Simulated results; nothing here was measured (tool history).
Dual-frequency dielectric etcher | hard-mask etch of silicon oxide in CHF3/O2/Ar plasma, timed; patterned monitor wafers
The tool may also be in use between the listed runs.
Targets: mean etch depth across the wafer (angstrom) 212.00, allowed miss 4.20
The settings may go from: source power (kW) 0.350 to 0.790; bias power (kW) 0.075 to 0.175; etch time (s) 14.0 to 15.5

run,hour,source power (kW),bias power (kW),etch time (s),mean etch depth across the wafer (angstrom)
1,0.0,0.570,0.125,15.5,253.92
2,6.9,0.570,0.125,14.0,227.11
3,11.7,0.500,0.125,14.0,218.59
4,19.5,0.490,0.125,14.0,216.08
5,27.2,0.490,0.125,15.5,241.66
6,30.0,0.490,0.145,15.5,254.06
7,34.3,0.470,0.139,15.5,245.69
8,37.9,0.450,0.134,15.5,239.83
9,40.2,0.430,0.130,15.5,231.60
10,43.5,0.420,0.128,15.5,230.42
11,51.7,0.420,0.128,15.5,229.84
12,56.6,0.420,0.128,15.5,230.66
13,63.8,0.410,0.125,15.5,226.22
14,68.3,0.400,0.123,15.5,224.14
15,76.7,0.390,0.121,15.5,221.49
16,80.1,0.380,0.120,15.5,218.13
17,87.3,0.380,0.119,15.5,220.37
18,92.8,0.380,0.117,15.5,217.45
19,101.5,0.380,0.116,15.5,217.22
20,105.9,0.380,0.115,15.5,216.85

4 next moves are on the table. One of them brings every result within its allowed miss. Which?
A,110.3,0.410,0.121,14.0,?
B,110.3,0.380,0.118,15.0,?
C,110.3,0.440,0.110,15.5,?
D,110.3,0.420,0.127,15.0,?

move,mean etch depth across the wafer (angstrom)
A,201.55
B,209.31
C,222.44
D,220.59
A: takes the result that was furthest off past its target
B: meets every target
C: further off than the last run
D: further off than the last run
Answer: B
